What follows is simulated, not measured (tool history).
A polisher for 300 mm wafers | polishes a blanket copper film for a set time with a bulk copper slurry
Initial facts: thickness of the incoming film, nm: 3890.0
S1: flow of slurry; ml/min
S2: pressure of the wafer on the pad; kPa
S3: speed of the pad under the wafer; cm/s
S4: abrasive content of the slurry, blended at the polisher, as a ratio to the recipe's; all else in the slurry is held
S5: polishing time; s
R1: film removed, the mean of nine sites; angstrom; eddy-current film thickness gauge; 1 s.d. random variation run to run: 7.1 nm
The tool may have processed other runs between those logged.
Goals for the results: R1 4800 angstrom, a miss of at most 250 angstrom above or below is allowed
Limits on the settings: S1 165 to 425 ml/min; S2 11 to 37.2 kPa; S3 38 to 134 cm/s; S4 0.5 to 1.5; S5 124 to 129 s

| run | hour | S1 | S2 | S3 | S4 | S5 | R1 |
|---|---|---|---|---|---|---|---|
| 1 | 0 | 275 | 24.1 | 86 | 1 | 124 | 9993.4 |
| 2 | 5.6 | 275 | 24.1 | 70 | 1 | 124 | 7867.8 |
| 3 | 7.8 | 275 | 24.1 | 70 | 0.8 | 124 | 7796.9 |
| 4 | 15.3 | 275 | 21.4 | 70 | 0.8 | 124 | 6911.7 |
| 5 | 24.3 | 275 | 21.4 | 70 | 0.8 | 129 | 7350.4 |
| 6 | 24.9 | 275 | 18.6 | 70 | 0.8 | 129 | 6578 |
| 7 | 26.9 | 275 | 16.5 | 70 | 0.8 | 129 | 6163.3 |
| 8 | 27.9 | 275 | 15.2 | 68 | 0.8 | 129 | 5652.6 |
|  | 32.9 | worn pad replaced by a new one |
| 9 | 32.9 | 275 | 13.8 | 68 | 0.8 | 129 | 5670.1 |
| 10 | 40.9 | 275 | 13.1 | 66 | 0.8 | 129 | 5522.9 |
| 11 | 47.1 | 275 | 12.4 | 64 | 0.8 | 129 | 5103.3 |

Consider the 5 candidate settings below. Which is the only one whose results all fall within their allowed miss of target?
| A | 53.3 | 280 | 13.1 | 68 | 0.75 | 124 | ? |
| B | 53.3 | 210 | 13.8 | 54 | 1.05 | 128 | ? |
| C | 53.3 | 300 | 14.5 | 62 | 0.85 | 129 | ? |
| D | 53.3 | 230 | 11.7 | 76 | 0.65 | 129 | ? |
| E | 53.3 | 275 | 13.8 | 64 | 0.8 | 129 | ? |

| move | R1 |
|---|---|
| A | 5170.9 |
| B | 4592.8 |
| C | 5408.6 |
| D | 5351.9 |
| E | 5302 |
A: misses by more than the last run did
B: each result inside its tolerance
C: misses by more than the last run did
D: misses by more than the last run did
E: misses by more than the last run did
B is the move that brings every result within its allowed miss.

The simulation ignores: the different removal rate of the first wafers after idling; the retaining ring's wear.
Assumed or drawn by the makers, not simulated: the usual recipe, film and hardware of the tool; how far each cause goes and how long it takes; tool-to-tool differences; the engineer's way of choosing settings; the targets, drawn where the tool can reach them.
